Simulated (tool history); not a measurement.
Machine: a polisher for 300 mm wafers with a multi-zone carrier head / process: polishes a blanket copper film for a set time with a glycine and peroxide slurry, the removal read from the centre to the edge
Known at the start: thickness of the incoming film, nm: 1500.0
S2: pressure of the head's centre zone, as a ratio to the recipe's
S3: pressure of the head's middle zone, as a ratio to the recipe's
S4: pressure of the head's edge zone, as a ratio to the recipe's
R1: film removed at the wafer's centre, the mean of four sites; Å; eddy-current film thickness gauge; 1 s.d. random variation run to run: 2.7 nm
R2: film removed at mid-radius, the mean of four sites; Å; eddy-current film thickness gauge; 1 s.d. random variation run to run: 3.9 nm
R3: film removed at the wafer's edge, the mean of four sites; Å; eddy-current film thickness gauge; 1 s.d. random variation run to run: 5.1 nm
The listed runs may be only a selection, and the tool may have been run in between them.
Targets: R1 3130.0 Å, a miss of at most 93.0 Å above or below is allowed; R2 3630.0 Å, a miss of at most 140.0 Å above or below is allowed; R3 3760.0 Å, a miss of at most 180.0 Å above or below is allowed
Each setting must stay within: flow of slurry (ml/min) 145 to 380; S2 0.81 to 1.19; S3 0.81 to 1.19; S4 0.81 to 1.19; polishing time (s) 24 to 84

Run 1, hour 0.0: flow of slurry (ml/min) 245, S2 1.00, S3 1.00, S4 1.00, polishing time (s) 54. Result: R1 2674.7 Å, R2 2651.3 Å, R3 2764.3 Å.
Run 2, hour 2.5: flow of slurry (ml/min) 245, S2 1.00, S3 1.03, S4 1.00, polishing time (s) 54. Result: R1 2638.1 Å, R2 2728.6 Å, R3 2708.2 Å.
Run 3, hour 10.6: flow of slurry (ml/min) 245, S2 1.00, S3 1.03, S4 1.07, polishing time (s) 54. Result: R1 2668.9 Å, R2 2690.8 Å, R3 2839.8 Å.
Run 4, hour 16.0: flow of slurry (ml/min) 245, S2 1.00, S3 0.99, S4 1.07, polishing time (s) 54. Result: R1 2644.1 Å, R2 2566.7 Å, R3 2851.9 Å.
Run 5, hour 17.0: flow of slurry (ml/min) 245, S2 1.08, S3 0.99, S4 1.07, polishing time (s) 54. Result: R1 2869.1 Å, R2 2653.9 Å, R3 2774.5 Å.
Run 6, hour 25.7: flow of slurry (ml/min) 245, S2 1.06, S3 1.01, S4 1.08, polishing time (s) 55. Result: R1 2839.8 Å, R2 2736.1 Å, R3 2882.9 Å.
Run 7, hour 29.4: flow of slurry (ml/min) 245, S2 1.05, S3 1.02, S4 1.09, polishing time (s) 56. Result: R1 2924.1 Å, R2 2765.8 Å, R3 2984.4 Å.
At hour 31.3: slurry nozzle cleaned.
Run 8, hour 31.3: flow of slurry (ml/min) 250, S2 1.03, S3 1.04, S4 1.09, polishing time (s) 57. Result: R1 3053.6 Å, R2 3055.0 Å, R3 3161.4 Å.
Run 9, hour 34.4: flow of slurry (ml/min) 255, S2 1.02, S3 1.05, S4 1.10, polishing time (s) 57. Result: R1 3032.5 Å, R2 3058.5 Å, R3 3148.0 Å.
Run 10, hour 36.2: flow of slurry (ml/min) 260, S2 1.01, S3 1.06, S4 1.11, polishing time (s) 57. Result: R1 2996.6 Å, R2 3122.5 Å, R3 3111.9 Å.
Run 11, hour 40.0: flow of slurry (ml/min) 255, S2 1.00, S3 1.06, S4 1.12, polishing time (s) 58. Result: R1 3055.2 Å, R2 3183.3 Å, R3 3228.2 Å.
Run 12, hour 45.8: flow of slurry (ml/min) 255, S2 0.99, S3 1.06, S4 1.13, polishing time (s) 58. Result: R1 2966.0 Å, R2 3184.6 Å, R3 3263.7 Å.
Run 13, hour 49.3: flow of slurry (ml/min) 255, S2 0.98, S3 1.06, S4 1.14, polishing time (s) 58. Result: R1 2966.3 Å, R2 3167.2 Å, R3 3232.8 Å.
Run 14, hour 54.1: flow of slurry (ml/min) 255, S2 0.97, S3 1.06, S4 1.15, polishing time (s) 59. Result: R1 2985.0 Å, R2 3164.9 Å, R3 3279.2 Å.
Run 15, hour 55.7: flow of slurry (ml/min) 255, S2 0.96, S3 1.06, S4 1.15, polishing time (s) 60. Result: R1 3014.3 Å, R2 3249.4 Å, R3 3415.0 Å.
Run 16, hour 58.7: flow of slurry (ml/min) 255, S2 0.95, S3 1.06, S4 1.15, polishing time (s) 60. Result: R1 2935.6 Å, R2 3261.4 Å, R3 3290.1 Å.

Next run, 5 choices. One meets every target within its allowed miss, the rest don't. Which?
Run A, hour 61.7: flow of slurry (ml/min) 200, S2 0.91, S3 1.07, S4 1.15, polishing time (s) 68. Result: R1 ?, R2 ?, R3 ?.
Run B, hour 61.7: flow of slurry (ml/min) 250, S2 0.81, S3 1.16, S4 1.15, polishing time (s) 64. Result: R1 ?, R2 ?, R3 ?.
Run C, hour 61.7: flow of slurry (ml/min) 305, S2 1.00, S3 1.09, S4 1.14, polishing time (s) 58. Result: R1 ?, R2 ?, R3 ?.
Run D, hour 61.7: flow of slurry (ml/min) 315, S2 1.09, S3 1.10, S4 1.07, polishing time (s) 51. Result: R1 ?, R2 ?, R3 ?.
Run E, hour 61.7: flow of slurry (ml/min) 170, S2 0.87, S3 0.91, S4 1.19, polishing time (s) 68. Result: R1 ?, R2 ?, R3 ?.

move      R1      R2      R3
   A  3168.1  3673.8  3816.8
   B  2730.6  3804.7  3657.9
   C  3125.8  3329.3  3352.2
   D  3007.5  2957.8  2860.3
   E  2951.3  3136.7  3831.8
A: every result within its allowed miss
B: moves the result that the last run missed by most past its target, out the other side
C: moves toward the targets from the last run without getting all of them in spec
D: the biggest miss grows against the last run
E: the biggest miss grows against the last run
Correct choice: A, which meets every target
